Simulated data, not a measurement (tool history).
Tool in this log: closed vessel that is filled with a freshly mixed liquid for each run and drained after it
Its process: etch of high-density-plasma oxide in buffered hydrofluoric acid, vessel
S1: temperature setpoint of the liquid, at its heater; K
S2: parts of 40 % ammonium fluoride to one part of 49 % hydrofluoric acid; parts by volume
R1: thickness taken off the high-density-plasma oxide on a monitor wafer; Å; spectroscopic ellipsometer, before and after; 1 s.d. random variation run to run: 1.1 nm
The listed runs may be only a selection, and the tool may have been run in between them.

run 1 hour=0.0 | S1=298.15 S2=18.5 time_in_the_liquid_(s)=90 | R1=1059.5
run 2 hour=5.4 | S1=298.15 S2=18.5 time_in_the_liquid_(s)=90 | R1=1046.3
run 3 hour=6.7 | S1=299.65 S2=16.0 time_in_the_liquid_(s)=90 | R1=1321.9
run 4 hour=12.1 | S1=300.65 S2=14.5 time_in_the_liquid_(s)=90 | R1=1515.7
run 5 hour=18.8 | S1=301.65 S2=13.0 time_in_the_liquid_(s)=90 | R1=1803.9
run 6 hour=23.7 | S1=301.65 S2=13.0 time_in_the_liquid_(s)=90 | R1=1800.6
run 7 hour=29.9 | S1=302.65 S2=12.0 time_in_the_liquid_(s)=90 | R1=2038.2
run 8 hour=31.5 | S1=303.15 S2=11.5 time_in_the_liquid_(s)=90 | R1=2188.7

Run 9 is up next; what results do you expect?
run 9 hour=33.1 | S1=303.65 S2=11.0 time_in_the_liquid_(s)=90 | R1=?

R1: 2361.1 Å
